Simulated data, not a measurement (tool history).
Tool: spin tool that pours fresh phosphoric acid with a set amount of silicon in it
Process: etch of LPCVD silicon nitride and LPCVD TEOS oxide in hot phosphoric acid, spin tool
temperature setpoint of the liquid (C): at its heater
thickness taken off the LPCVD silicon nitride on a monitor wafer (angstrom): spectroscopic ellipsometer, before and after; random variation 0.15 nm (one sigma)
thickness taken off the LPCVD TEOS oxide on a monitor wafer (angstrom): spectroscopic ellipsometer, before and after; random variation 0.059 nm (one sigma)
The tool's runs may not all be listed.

run	hour	temperature setpoint of the liquid (C)	silicon dissolved in the acid as it is poured (mg a litre)	time under the liquid (s)	thickness taken off the LPCVD silicon nitride on a monitor wafer (angstrom)	thickness taken off the LPCVD TEOS oxide on a monitor wafer (angstrom)
1	0.0	163.0	19.0	180	164.45	5.9876
2	5.8	164.5	17.5	195	186.81	7.9432
3	6.4	166.0	17.5	195	195.34	9.1048
4	12.7	167.5	17.5	195	204.64	8.8251
5	14.0	167.5	17.5	260	274.83	13.1910
# hour 20.4: dissolved silicon flow meter replaced
6	20.4	168.0	17.5	260	280.02	12.2660
7	21.1	166.5	16.0	255	260.36	12.5430

Run 8 comes next. What will it give?
8	27.9	166.0	15.5	255	?	?

thickness taken off the LPCVD silicon nitride on a monitor wafer (angstrom): 256.36
thickness taken off the LPCVD TEOS oxide on a monitor wafer (angstrom): 12.6030
